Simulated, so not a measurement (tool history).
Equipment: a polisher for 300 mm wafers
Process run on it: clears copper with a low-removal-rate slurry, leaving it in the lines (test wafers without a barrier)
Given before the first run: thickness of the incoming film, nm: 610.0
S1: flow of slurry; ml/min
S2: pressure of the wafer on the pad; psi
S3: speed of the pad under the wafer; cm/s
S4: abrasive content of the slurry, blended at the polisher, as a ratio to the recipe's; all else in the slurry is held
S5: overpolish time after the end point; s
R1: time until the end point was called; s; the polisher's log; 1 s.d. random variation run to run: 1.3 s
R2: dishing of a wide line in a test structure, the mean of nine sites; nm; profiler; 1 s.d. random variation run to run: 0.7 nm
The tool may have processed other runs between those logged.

{"run": 1, "hour": 0.0, "S1": 190, "S2": 3.7, "S3": 140, "S4": 1, "S5": 19, "R1": 145.11, "R2": 41.171}
{"run": 2, "hour": 3.6, "S1": 190, "S2": 3.7, "S3": 140, "S4": 1, "S5": 13, "R1": 141.33, "R2": 31.557}
{"run": 3, "hour": 8.1, "S1": 190, "S2": 4.2, "S3": 142, "S4": 1, "S5": 13, "R1": 120.07, "R2": 34.304}
{"run": 4, "hour": 9.1, "S1": 190, "S2": 4.5, "S3": 144, "S4": 1, "S5": 14, "R1": 116.35, "R2": 38.854}
{"run": 5, "hour": 11.7, "S1": 190, "S2": 4.9, "S3": 146, "S4": 1, "S5": 13, "R1": 105.96, "R2": 39.746}
{"run": 6, "hour": 18.6, "S1": 190, "S2": 5.2, "S3": 148, "S4": 1, "S5": 13, "R1": 100.42, "R2": 41.23}
{"run": 7, "hour": 20.3, "S1": 190, "S2": 5.4, "S3": 150, "S4": 1, "S5": 13, "R1": 91.801, "R2": 42.695}

Estimate the outcome of run 8 from the log above:
{"run": 8, "hour": 21.1, "S1": 195, "S2": 5.7, "S3": 150, "S4": 1, "S5": 13, "R1": "?", "R2": "?"}

{"run 8": {"R1": 88.206, "R2": 44.546}}

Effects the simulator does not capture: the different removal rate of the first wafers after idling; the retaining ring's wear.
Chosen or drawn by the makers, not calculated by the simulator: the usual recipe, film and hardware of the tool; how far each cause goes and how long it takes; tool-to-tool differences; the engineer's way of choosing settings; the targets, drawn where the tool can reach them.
